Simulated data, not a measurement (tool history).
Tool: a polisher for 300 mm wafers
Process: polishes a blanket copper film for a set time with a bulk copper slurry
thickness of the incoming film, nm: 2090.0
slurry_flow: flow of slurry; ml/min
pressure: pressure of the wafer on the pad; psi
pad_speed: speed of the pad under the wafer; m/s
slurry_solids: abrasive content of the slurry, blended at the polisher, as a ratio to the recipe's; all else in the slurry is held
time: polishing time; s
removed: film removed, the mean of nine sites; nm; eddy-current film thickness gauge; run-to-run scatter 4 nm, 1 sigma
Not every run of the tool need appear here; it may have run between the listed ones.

run  hour  slurry_flow  pressure  pad_speed  slurry_solids  time  removed
  1   0.0          255       3.2       1.24            1.0    41   548.26
  2   3.3          255       3.7       1.24            1.0    41   597.46
  3   6.7          255       3.7       1.46            1.0    41   706.11
  4   7.5          255       3.4       1.46            1.0    41   662.40
     13.2  -- slurry nozzle cleaned
  5  13.2          255       3.1       1.46            1.0    41   633.13
  6  20.4          255       3.1       1.46            1.0    37   571.01
  7  27.8          255       2.9       1.46            1.0    37   540.08
  8  36.5          255       2.8       1.46            1.0    37   536.12

The next listed run, before its measurement:
  9  40.1          255       2.7       1.46            1.0    37        ?

Run 9 produced removed 522.37 nm.

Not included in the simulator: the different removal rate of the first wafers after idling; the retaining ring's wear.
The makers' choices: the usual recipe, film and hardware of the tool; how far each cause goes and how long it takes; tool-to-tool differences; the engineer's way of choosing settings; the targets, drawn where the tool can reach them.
